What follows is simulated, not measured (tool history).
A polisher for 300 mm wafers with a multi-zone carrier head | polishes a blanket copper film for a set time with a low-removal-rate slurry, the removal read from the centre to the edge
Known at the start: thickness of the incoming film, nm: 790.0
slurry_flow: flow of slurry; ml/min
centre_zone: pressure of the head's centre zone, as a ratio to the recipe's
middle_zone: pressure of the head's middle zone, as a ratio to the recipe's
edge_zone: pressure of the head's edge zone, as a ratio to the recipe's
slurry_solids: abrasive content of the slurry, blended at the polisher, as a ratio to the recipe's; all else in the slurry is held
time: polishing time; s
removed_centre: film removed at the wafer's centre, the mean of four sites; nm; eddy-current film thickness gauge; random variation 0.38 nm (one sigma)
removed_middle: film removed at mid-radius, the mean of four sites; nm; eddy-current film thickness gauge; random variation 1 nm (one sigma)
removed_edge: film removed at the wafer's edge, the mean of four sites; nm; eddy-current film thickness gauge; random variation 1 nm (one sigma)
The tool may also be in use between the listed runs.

{"run": 1, "day": 0.0, "slurry_flow": 205, "centre_zone": 1, "middle_zone": 1, "edge_zone": 1, "slurry_solids": 1, "time": 34, "removed_centre": 93.892, "removed_middle": 88.384, "removed_edge": 85.581}
{"run": 2, "day": 0.192, "slurry_flow": 205, "centre_zone": 1, "middle_zone": 1, "edge_zone": 1.06, "slurry_solids": 1, "time": 34, "removed_centre": 94.394, "removed_middle": 87.166, "removed_edge": 89.507}
{"run": 3, "day": 0.242, "slurry_flow": 205, "centre_zone": 1, "middle_zone": 0.92, "edge_zone": 1.06, "slurry_solids": 1, "time": 34, "removed_centre": 94.447, "removed_middle": 85.921, "removed_edge": 88.326}
{"run": 4, "day": 0.408, "slurry_flow": 205, "centre_zone": 0.96, "middle_zone": 0.92, "edge_zone": 1.06, "slurry_solids": 1, "time": 34, "removed_centre": 90.892, "removed_middle": 80.992, "removed_edge": 88.418}
{"day": 0.775, "done": "centre zone pressure recalibrated"}
{"run": 5, "day": 0.775, "slurry_flow": 180, "centre_zone": 0.92, "middle_zone": 1, "edge_zone": 1.02, "slurry_solids": 0.9, "time": 34, "removed_centre": 76.74, "removed_middle": 86.462, "removed_edge": 84.497}
{"run": 6, "day": 0.825, "slurry_flow": 175, "centre_zone": 0.9, "middle_zone": 0.96, "edge_zone": 0.98, "slurry_solids": 0.85, "time": 34, "removed_centre": 74.95, "removed_middle": 81.891, "removed_edge": 83.807}
{"run": 7, "day": 1.117, "slurry_flow": 185, "centre_zone": 0.89, "middle_zone": 0.97, "edge_zone": 0.95, "slurry_solids": 0.75, "time": 33, "removed_centre": 71.388, "removed_middle": 79.162, "removed_edge": 78.903}
{"run": 8, "day": 1.167, "slurry_flow": 180, "centre_zone": 0.88, "middle_zone": 0.97, "edge_zone": 0.92, "slurry_solids": 0.7, "time": 33, "removed_centre": 70.284, "removed_middle": 79.388, "removed_edge": 77.17}
{"run": 9, "day": 1.458, "slurry_flow": 170, "centre_zone": 0.87, "middle_zone": 0.97, "edge_zone": 0.9, "slurry_solids": 0.65, "time": 33, "removed_centre": 68.073, "removed_middle": 78.499, "removed_edge": 75.572}
{"run": 10, "day": 1.488, "slurry_flow": 165, "centre_zone": 0.86, "middle_zone": 0.97, "edge_zone": 0.89, "slurry_solids": 0.6, "time": 33, "removed_centre": 67.512, "removed_middle": 78.805, "removed_edge": 71.054}
{"run": 11, "day": 1.679, "slurry_flow": 160, "centre_zone": 0.85, "middle_zone": 0.96, "edge_zone": 0.89, "slurry_solids": 0.6, "time": 33, "removed_centre": 65.193, "removed_middle": 77.653, "removed_edge": 72.257}
{"run": 12, "day": 1.783, "slurry_flow": 155, "centre_zone": 0.85, "middle_zone": 0.95, "edge_zone": 0.89, "slurry_solids": 0.6, "time": 33, "removed_centre": 64.65, "removed_middle": 75.336, "removed_edge": 72.607}

The next listed run, before its measurement:
{"run": 13, "day": 1.933, "slurry_flow": 150, "centre_zone": 0.85, "middle_zone": 0.95, "edge_zone": 0.89, "slurry_solids": 0.6, "time": 33, "removed_centre": "?", "removed_middle": "?", "removed_edge": "?"}

Run 13 gave removed_centre 64.401 nm, removed_middle 75.996 nm, removed_edge 73.113 nm.
